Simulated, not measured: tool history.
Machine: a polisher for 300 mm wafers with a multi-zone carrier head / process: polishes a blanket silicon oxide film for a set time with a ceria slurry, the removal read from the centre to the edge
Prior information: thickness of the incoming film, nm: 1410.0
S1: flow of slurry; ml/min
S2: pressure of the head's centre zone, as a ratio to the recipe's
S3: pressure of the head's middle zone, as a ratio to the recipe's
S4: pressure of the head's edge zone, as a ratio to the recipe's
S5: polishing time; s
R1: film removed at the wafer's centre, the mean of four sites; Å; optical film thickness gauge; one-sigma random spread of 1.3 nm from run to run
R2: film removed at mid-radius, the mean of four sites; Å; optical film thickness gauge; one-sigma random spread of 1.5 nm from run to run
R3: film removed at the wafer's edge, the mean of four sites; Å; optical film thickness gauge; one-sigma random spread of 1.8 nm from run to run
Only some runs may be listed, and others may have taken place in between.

run  hour   S1    S2    S3    S4  S5      R1      R2      R3
  1     0  245     1     1     1  50  1825.6  1877.2    1831
  2   1.3  245  0.99  0.98  0.98  48  1755.2  1722.1  1748.7
  3   2.1  295  0.99  0.98  0.98  48  1801.8  1758.8  1754.9
  4   9.4  295  0.99  1.05  0.98  48  1824.7  1880.8  1747.3
  5  11.2  295  0.99  1.05  0.98  54  2060.7  2071.3  1970.7
  6  17.3  300  0.98  1.03  0.96  51  1890.9  1967.8  1867.8
  7  23.8  300  0.98  1.02  0.96  48  1770.1  1839.6  1755.3
  8  31.2  300  0.98  1.01  0.96  46  1713.5  1705.7  1702.2
  9  33.7  300  0.98  1.01  0.95  44  1666.4  1669.5    1628
 10  35.4  300  0.98     1  0.95  43  1603.7  1605.1    1572
 11  37.8  300  0.98  0.99  0.94  42  1562.8    1558  1512.3
 12    40  295  0.97  0.97  0.93  42  1534.5  1500.4  1477.6

Forecast run 13:
 13  43.5  290  0.96  0.96  0.93  42   ?   ?   ?

Run 13 yielded R1 1527.4 Å, R2 1516.4 Å, R3 1489.3 Å.

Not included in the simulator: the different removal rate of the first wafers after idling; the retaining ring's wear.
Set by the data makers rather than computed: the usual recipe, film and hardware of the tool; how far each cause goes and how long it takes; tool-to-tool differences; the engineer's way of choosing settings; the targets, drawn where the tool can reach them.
